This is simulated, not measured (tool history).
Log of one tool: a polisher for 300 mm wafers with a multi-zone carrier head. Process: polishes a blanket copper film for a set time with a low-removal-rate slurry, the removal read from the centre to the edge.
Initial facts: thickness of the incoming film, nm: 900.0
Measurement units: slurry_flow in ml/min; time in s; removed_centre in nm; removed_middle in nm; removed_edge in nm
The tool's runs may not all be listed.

Run 1, hour 0: slurry_flow 295 ml/min, centre_zone 1, middle_zone 1, edge_zone 1, slurry_solids 1, time 57 s. Result: removed_centre 210.33 nm, removed_middle 204.56 nm, removed_edge 212.57 nm.
Run 2, hour 1.6: slurry_flow 290 ml/min, centre_zone 0.98, middle_zone 0.96, edge_zone 0.98, slurry_solids 0.85, time 54 s. Result: removed_centre 191.37 nm, removed_middle 187.18 nm, removed_edge 195.34 nm.
Run 3, hour 9.2: slurry_flow 285 ml/min, centre_zone 0.97, middle_zone 0.93, edge_zone 0.99, slurry_solids 0.8, time 50 s. Result: removed_centre 170.51 nm, removed_middle 164.44 nm, removed_edge 179.68 nm.
Run 4, hour 10.4: slurry_flow 280 ml/min, centre_zone 0.97, middle_zone 0.91, edge_zone 0.98, slurry_solids 0.75, time 48 s. Result: removed_centre 163.12 nm, removed_middle 151.28 nm, removed_edge 166.87 nm.
Run 5, hour 13: slurry_flow 270 ml/min, centre_zone 0.95, middle_zone 0.89, edge_zone 0.97, slurry_solids 0.7, time 48 s. Result: removed_centre 155.89 nm, removed_middle 149.01 nm, removed_edge 163.6 nm.
Run 6, hour 16.8: slurry_flow 270 ml/min, centre_zone 0.95, middle_zone 0.89, edge_zone 0.89, slurry_solids 0.7, time 48 s. Result: removed_centre 159.86 nm, removed_middle 150.76 nm, removed_edge 159.22 nm.

Run 7 comes next. What will it give?
Run 7, hour 25.3: slurry_flow 270 ml/min, centre_zone 0.95, middle_zone 0.89, edge_zone 0.89, slurry_solids 0.7, time 48 s. Result: removed_centre ?, removed_middle ?, removed_edge ?.

{"run 7": {"removed_centre": 158.74, "removed_middle": 149.06, "removed_edge": 161.07}}
